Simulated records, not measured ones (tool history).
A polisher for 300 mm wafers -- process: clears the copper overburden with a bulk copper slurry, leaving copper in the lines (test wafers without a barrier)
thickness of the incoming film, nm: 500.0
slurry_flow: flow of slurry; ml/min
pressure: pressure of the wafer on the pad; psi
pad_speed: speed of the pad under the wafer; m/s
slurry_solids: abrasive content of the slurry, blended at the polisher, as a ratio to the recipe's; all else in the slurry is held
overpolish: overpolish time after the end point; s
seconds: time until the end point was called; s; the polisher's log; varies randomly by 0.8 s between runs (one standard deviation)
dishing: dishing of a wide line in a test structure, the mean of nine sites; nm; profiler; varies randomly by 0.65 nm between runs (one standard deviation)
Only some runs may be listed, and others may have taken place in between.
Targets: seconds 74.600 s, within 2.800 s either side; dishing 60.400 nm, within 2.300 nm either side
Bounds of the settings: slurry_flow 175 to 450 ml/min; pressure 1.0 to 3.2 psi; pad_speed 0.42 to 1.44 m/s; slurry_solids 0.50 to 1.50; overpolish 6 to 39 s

Run 1, hour 0.0: slurry_flow 290 ml/min, pressure 2.1 psi, pad_speed 0.92 m/s, slurry_solids 1.00, overpolish 20 s. Result: seconds 80.784 s, dishing 73.606 nm.
Run 2, hour 6.2: slurry_flow 290 ml/min, pressure 2.1 psi, pad_speed 0.92 m/s, slurry_solids 0.80, overpolish 20 s. Result: seconds 85.845 s, dishing 69.629 nm.
Run 3, hour 10.6: slurry_flow 290 ml/min, pressure 2.6 psi, pad_speed 0.92 m/s, slurry_solids 0.80, overpolish 20 s. Result: seconds 69.513 s, dishing 82.076 nm.
Run 4, hour 16.0: slurry_flow 290 ml/min, pressure 2.6 psi, pad_speed 0.92 m/s, slurry_solids 0.80, overpolish 18 s. Result: seconds 70.731 s, dishing 76.344 nm.
Run 5, hour 23.6: slurry_flow 320 ml/min, pressure 2.6 psi, pad_speed 0.92 m/s, slurry_solids 0.80, overpolish 18 s. Result: seconds 70.171 s, dishing 77.763 nm.
Run 6, hour 28.5: slurry_flow 320 ml/min, pressure 2.6 psi, pad_speed 0.92 m/s, slurry_solids 0.80, overpolish 16 s. Result: seconds 70.168 s, dishing 71.589 nm.
Run 7, hour 33.6: slurry_flow 320 ml/min, pressure 2.6 psi, pad_speed 0.92 m/s, slurry_solids 0.80, overpolish 15 s. Result: seconds 70.780 s, dishing 69.579 nm.
Run 8, hour 37.0: slurry_flow 320 ml/min, pressure 2.6 psi, pad_speed 0.92 m/s, slurry_solids 0.80, overpolish 14 s. Result: seconds 69.496 s, dishing 66.015 nm.
Run 9, hour 38.6: slurry_flow 320 ml/min, pressure 2.5 psi, pad_speed 0.92 m/s, slurry_solids 0.80, overpolish 14 s. Result: seconds 70.644 s, dishing 62.894 nm.

Which one of the following 4 next-run settings gets every result inside its allowed miss? There is exactly one.
Run A, hour 40.2: slurry_flow 330 ml/min, pressure 2.8 psi, pad_speed 0.78 m/s, slurry_solids 0.85, overpolish 12 s. Result: seconds ?, dishing ?.
Run B, hour 40.2: slurry_flow 220 ml/min, pressure 3.2 psi, pad_speed 0.88 m/s, slurry_solids 0.65, overpolish 12 s. Result: seconds ?, dishing ?.
Run C, hour 40.2: slurry_flow 385 ml/min, pressure 2.9 psi, pad_speed 0.86 m/s, slurry_solids 0.75, overpolish 10 s. Result: seconds ?, dishing ?.
Run D, hour 40.2: slurry_flow 260 ml/min, pressure 2.5 psi, pad_speed 0.90 m/s, slurry_solids 0.85, overpolish 13 s. Result: seconds ?, dishing ?.

move  seconds  dishing
   A   75.393   55.073
   B   63.636   62.940
   C   67.378   52.362
   D   73.775   58.817
A: corrects the largest miss of the last run, while another result sits out of spec
B: lands further from the targets than the last run did
C: lands further from the targets than the last run did
D: meets every target
Answer: D
